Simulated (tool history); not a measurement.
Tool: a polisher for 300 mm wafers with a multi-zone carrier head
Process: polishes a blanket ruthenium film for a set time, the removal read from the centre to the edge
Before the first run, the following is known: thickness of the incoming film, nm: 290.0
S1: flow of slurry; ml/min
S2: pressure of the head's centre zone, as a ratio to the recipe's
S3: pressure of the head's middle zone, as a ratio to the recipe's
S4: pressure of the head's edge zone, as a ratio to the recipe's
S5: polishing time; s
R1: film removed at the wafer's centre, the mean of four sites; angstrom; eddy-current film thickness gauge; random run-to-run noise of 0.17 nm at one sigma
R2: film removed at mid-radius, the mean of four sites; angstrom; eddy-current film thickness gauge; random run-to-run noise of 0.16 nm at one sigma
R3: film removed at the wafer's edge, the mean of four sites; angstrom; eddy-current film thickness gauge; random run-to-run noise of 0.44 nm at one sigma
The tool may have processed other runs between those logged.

run  hour   S1    S2    S3    S4  S5      R1      R2      R3
  1     0  155     1     1     1  48  545.38  558.89  578.26
  2   6.4  155     1     1  1.06  48  554.09  550.23  592.22
  3  15.2  140  0.95  0.95  1.01  39  411.82  421.39  464.04
  4  16.9  140  0.95  0.95  1.04  39  420.93  422.76  474.34
  5  24.9  130  0.91  0.91  0.98  34  339.91  347.89  393.67
  6  31.2  120  0.88  0.89  0.94  32   304.5  317.57  361.76
  7  34.2  110  0.86  0.88  0.91  31  275.99  298.74  337.22
  8  35.9  105  0.85  0.86  0.88  31  267.61  286.18  321.18
  9  39.8  100  0.84  0.86  0.87  31  263.23  282.97  328.41
     42.5  -- edge zone pressure recalibrated
 10  42.5  100  0.83  0.86  0.85  31  258.36  282.98  306.16

Run 11, settings as shown, results not yet in. Your forecast:
 11  43.7  100  0.82  0.86  0.86  31   ?   ?   ?

Logged for run 11: R1 254.42 angstrom, R2 284.69 angstrom, R3 310.89 angstrom.
